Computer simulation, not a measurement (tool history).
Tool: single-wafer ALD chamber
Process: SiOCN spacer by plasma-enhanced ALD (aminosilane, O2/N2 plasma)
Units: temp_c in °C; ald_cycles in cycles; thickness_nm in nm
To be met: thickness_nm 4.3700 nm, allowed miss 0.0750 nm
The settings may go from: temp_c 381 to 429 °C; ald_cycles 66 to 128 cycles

run	hour	temp_c	ald_cycles	thickness_nm
1	0.0	405	97	5.7906
2	1.8	409	91	5.3270
3	5.2	418	91	5.2075
4	8.2	420	87	4.9239
5	12.2	420	96	5.4254
6	19.7	422	91	5.1356
7	24.3	423	87	4.8887
8	29.5	424	84	4.7344
9	32.1	425	82	4.5523
10	35.0	426	81	4.5004

Which of these 4 next moves meets every target?
A	37.9	427	82	?
B	37.9	423	82	?
C	37.9	429	79	?
D	37.9	429	83	?

move	thickness_nm
A	4.5589
B	4.6187
C	4.3633
D	4.5842
A: further off than the last run
B: further off than the last run
C: meets every target
D: further off than the last run
The right move is C.
